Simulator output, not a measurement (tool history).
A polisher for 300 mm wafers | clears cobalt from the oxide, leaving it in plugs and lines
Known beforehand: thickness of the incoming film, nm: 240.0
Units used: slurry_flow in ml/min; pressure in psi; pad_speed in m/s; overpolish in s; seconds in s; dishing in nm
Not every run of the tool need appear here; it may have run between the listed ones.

Run 1, hour 0.0: slurry_flow 205 ml/min, pressure 2.4 psi, pad_speed 0.84 m/s, overpolish 22 s. Result: seconds 50.964 s, dishing 45.523 nm.
Run 2, hour 8.8: slurry_flow 205 ml/min, pressure 2.4 psi, pad_speed 0.84 m/s, overpolish 31 s. Result: seconds 51.840 s, dishing 52.216 nm.
Run 3, hour 9.5: slurry_flow 205 ml/min, pressure 2.1 psi, pad_speed 0.84 m/s, overpolish 31 s. Result: seconds 58.523 s, dishing 50.200 nm.
Run 4, hour 13.4: slurry_flow 205 ml/min, pressure 2.0 psi, pad_speed 0.84 m/s, overpolish 32 s. Result: seconds 62.547 s, dishing 50.450 nm.
Run 5, hour 22.3: slurry_flow 205 ml/min, pressure 2.0 psi, pad_speed 0.84 m/s, overpolish 39 s. Result: seconds 61.259 s, dishing 54.544 nm.
Run 6, hour 26.4: slurry_flow 205 ml/min, pressure 1.9 psi, pad_speed 0.84 m/s, overpolish 39 s. Result: seconds 63.619 s, dishing 51.397 nm.

Run 7 has not been measured yet. What should we expect?
Run 7, hour 33.1: slurry_flow 205 ml/min, pressure 1.8 psi, pad_speed 0.84 m/s, overpolish 40 s. Result: seconds ?, dishing ?.

seconds: 68.875 s
dishing: 53.648 nm
